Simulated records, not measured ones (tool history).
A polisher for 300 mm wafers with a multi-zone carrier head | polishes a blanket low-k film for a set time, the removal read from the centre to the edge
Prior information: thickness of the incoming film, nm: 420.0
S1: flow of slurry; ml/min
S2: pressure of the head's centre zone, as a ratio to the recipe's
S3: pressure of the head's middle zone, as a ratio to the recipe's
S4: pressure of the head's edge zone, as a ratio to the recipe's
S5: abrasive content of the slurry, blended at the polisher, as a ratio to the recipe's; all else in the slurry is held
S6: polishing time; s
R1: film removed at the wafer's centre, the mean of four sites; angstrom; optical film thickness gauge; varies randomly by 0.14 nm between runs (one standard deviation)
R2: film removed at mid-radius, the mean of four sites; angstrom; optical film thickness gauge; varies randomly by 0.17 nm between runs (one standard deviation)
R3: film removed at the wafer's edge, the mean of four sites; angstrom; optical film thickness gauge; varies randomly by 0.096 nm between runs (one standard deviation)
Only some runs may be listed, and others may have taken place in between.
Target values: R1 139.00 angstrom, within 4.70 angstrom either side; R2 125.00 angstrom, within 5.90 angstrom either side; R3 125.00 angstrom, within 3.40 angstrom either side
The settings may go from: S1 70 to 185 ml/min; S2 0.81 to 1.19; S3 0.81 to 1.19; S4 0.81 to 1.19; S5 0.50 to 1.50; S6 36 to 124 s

run    day   S1    S2    S3    S4    S5  S6      R1      R2      R3
  1  0.000  120  1.00  1.00  1.00  1.00  79  214.13  219.95  219.89
  2  0.242  120  1.03  1.00  1.00  1.00  79  220.87  220.41  218.77
  3  0.408  120  1.03  1.00  1.07  1.00  79  218.71  218.24  228.72
  4  0.592  115  1.04  0.97  1.01  0.85  73  186.61  177.47  182.94
  5  0.929  115  1.04  0.97  1.01  0.85  90  229.53  214.62  227.09
  6  1.267  140  1.04  0.97  1.01  0.85  90  236.06  221.62  229.35
  7  1.417  140  1.03  0.94  0.97  0.75  82  197.18  183.39  193.21
  8  1.596  135  1.04  0.93  0.93  0.65  77  167.86  157.47  158.34
  9  1.762  125  1.04  0.90  0.89  0.60  77  150.38  138.88  142.26
 10  1.825  115  1.05  0.90  0.87  0.60  77  154.85  136.32  140.44
 11  1.854  110  1.04  0.90  0.85  0.60  77  150.15  139.31  137.86
 12  2.021  105  1.04  0.89  0.84  0.60  77  147.45  137.08  138.32

Below are 4 possible settings for the next run. Only one of them brings all results inside the allowed miss of their targets. Which is it?
  A  2.188  120  1.15  0.81  0.98  0.60  70   ?   ?   ?
  B  2.188   95  1.05  0.91  0.81  0.50  85   ?   ?   ?
  C  2.188  115  1.17  0.84  0.92  0.55  72   ?   ?   ?
  D  2.188  110  1.12  0.81  0.84  0.50  83   ?   ?   ?

move      R1      R2      R3
   A  153.99  113.62  133.61
   B  139.03  124.09  122.55
   C  148.15  110.78  122.93
   D  148.09  112.38  123.52
A: moves toward the targets from the last run without getting all of them in spec
B: all results in spec
C: meets the target for the result that was furthest off, but another lies outside its allowed miss
D: meets the target for the result that was furthest off, but another lies outside its allowed miss
The move that meets every target is B.
